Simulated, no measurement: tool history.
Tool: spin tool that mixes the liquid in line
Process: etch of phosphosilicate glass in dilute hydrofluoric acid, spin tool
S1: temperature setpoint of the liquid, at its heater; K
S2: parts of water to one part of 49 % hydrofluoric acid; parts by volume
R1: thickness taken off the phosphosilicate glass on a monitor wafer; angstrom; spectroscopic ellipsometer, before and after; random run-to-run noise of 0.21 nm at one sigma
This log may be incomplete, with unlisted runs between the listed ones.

run 1 hour=0.0 | S1=297.15 S2=130 time_under_the_liquid_(s)=40 | R1=174.71
run 2 hour=8.8 | S1=299.15 S2=110 time_under_the_liquid_(s)=40 | R1=225.79
run 3 hour=14.9 | S1=300.65 S2=95 time_under_the_liquid_(s)=40 | R1=284.56
run 4 hour=20.9 | S1=301.65 S2=85 time_under_the_liquid_(s)=40 | R1=334.05
run 5 hour=28.9 | S1=299.15 S2=85 time_under_the_liquid_(s)=40 | R1=303.49
run 6 hour=37.5 | S1=300.65 S2=80 time_under_the_liquid_(s)=40 | R1=345.51
run 7 hour=41.9 | S1=301.65 S2=75 time_under_the_liquid_(s)=40 | R1=384.98
run 8 hour=43.3 | S1=302.65 S2=75 time_under_the_liquid_(s)=40 | R1=400.81

Run 9 comes next. What will it give?
run 9 hour=50.7 | S1=303.15 S2=75 time_under_the_liquid_(s)=40 | R1=?

R1: 405.55 angstrom
